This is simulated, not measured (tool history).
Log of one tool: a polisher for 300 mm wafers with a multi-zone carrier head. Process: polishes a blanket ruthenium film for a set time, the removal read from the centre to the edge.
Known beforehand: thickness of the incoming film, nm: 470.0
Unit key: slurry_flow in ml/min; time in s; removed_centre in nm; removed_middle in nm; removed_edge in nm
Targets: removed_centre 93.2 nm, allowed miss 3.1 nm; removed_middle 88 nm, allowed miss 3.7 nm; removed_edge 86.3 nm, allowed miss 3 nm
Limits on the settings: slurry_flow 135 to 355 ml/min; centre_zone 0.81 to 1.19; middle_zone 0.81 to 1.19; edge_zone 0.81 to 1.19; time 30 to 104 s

Run 1, hour 0: slurry_flow 225 ml/min, centre_zone 1, middle_zone 1, edge_zone 1, time 67 s. Result: removed_centre 98.956 nm, removed_middle 108.09 nm, removed_edge 104.99 nm.
Run 2, hour 4.8: slurry_flow 225 ml/min, centre_zone 1.05, middle_zone 1, edge_zone 1, time 67 s. Result: removed_centre 104.13 nm, removed_middle 109.37 nm, removed_edge 107.38 nm.
Run 3, hour 9: slurry_flow 230 ml/min, centre_zone 1.06, middle_zone 0.98, edge_zone 0.95, time 64 s. Result: removed_centre 102.22 nm, removed_middle 102.31 nm, removed_edge 100.71 nm.
Run 4, hour 11.6: slurry_flow 225 ml/min, centre_zone 1.06, middle_zone 0.97, edge_zone 0.92, time 62 s. Result: removed_centre 95.882 nm, removed_middle 97.893 nm, removed_edge 95.209 nm.
Run 5, hour 18.9: slurry_flow 225 ml/min, centre_zone 1.06, middle_zone 0.97, edge_zone 1, time 62 s. Result: removed_centre 96.702 nm, removed_middle 98.865 nm, removed_edge 100.08 nm.
Run 6, hour 27.3: slurry_flow 225 ml/min, centre_zone 1.06, middle_zone 1.04, edge_zone 1, time 62 s. Result: removed_centre 96.294 nm, removed_middle 100.34 nm, removed_edge 100.61 nm.
Run 7, hour 34.8: slurry_flow 220 ml/min, centre_zone 1.07, middle_zone 1.02, edge_zone 0.96, time 61 s. Result: removed_centre 96.286 nm, removed_middle 100.11 nm, removed_edge 95.267 nm.
Run 8, hour 36.1: slurry_flow 215 ml/min, centre_zone 1.08, middle_zone 0.98, edge_zone 0.94, time 60 s. Result: removed_centre 96.632 nm, removed_middle 95.038 nm, removed_edge 92.788 nm.
Run 9, hour 39.2: slurry_flow 205 ml/min, centre_zone 1.08, middle_zone 0.96, edge_zone 0.93, time 60 s. Result: removed_centre 94.953 nm, removed_middle 92.863 nm, removed_edge 90.858 nm.
Run 10, hour 42.2: slurry_flow 195 ml/min, centre_zone 1.08, middle_zone 0.95, edge_zone 0.93, time 60 s. Result: removed_centre 94.822 nm, removed_middle 90.881 nm, removed_edge 91.608 nm.
Run 11, hour 43.5: slurry_flow 190 ml/min, centre_zone 1.08, middle_zone 0.95, edge_zone 0.91, time 60 s. Result: removed_centre 94.808 nm, removed_middle 90.239 nm, removed_edge 89.526 nm.
At hour 46.1: centre zone pressure recalibrated.
Run 12, hour 46.1: slurry_flow 190 ml/min, centre_zone 1.08, middle_zone 0.95, edge_zone 0.91, time 60 s. Result: removed_centre 103.82 nm, removed_middle 91.35 nm, removed_edge 88.885 nm.

Below are 4 possible settings for the next run. Only one of them brings all results inside the allowed miss of their targets. Which is it?
Run A, hour 48.7: slurry_flow 185 ml/min, centre_zone 1, middle_zone 0.93, edge_zone 0.84, time 59 s. Result: removed_centre ?, removed_middle ?, removed_edge ?.
Run B, hour 48.7: slurry_flow 195 ml/min, centre_zone 1.05, middle_zone 0.91, edge_zone 0.95, time 60 s. Result: removed_centre ?, removed_middle ?, removed_edge ?.
Run C, hour 48.7: slurry_flow 170 ml/min, centre_zone 0.89, middle_zone 0.84, edge_zone 0.86, time 60 s. Result: removed_centre ?, removed_middle ?, removed_edge ?.
Run D, hour 48.7: slurry_flow 160 ml/min, centre_zone 1.02, middle_zone 0.86, edge_zone 0.87, time 59 s. Result: removed_centre ?, removed_middle ?, removed_edge ?.

move  removed_centre  removed_middle  removed_edge
   A           92.53           86.28        85.542
   B          99.366          86.556        92.389
   C          82.872          80.058        87.495
   D          92.902          79.736         86.09
A: hits every target within its allowed miss
B: closer than the last run, but not yet in spec
C: takes the biggest miss from the last run beyond its target
D: the furthest-off result lands on target, but another misses its tolerance
Answer: A

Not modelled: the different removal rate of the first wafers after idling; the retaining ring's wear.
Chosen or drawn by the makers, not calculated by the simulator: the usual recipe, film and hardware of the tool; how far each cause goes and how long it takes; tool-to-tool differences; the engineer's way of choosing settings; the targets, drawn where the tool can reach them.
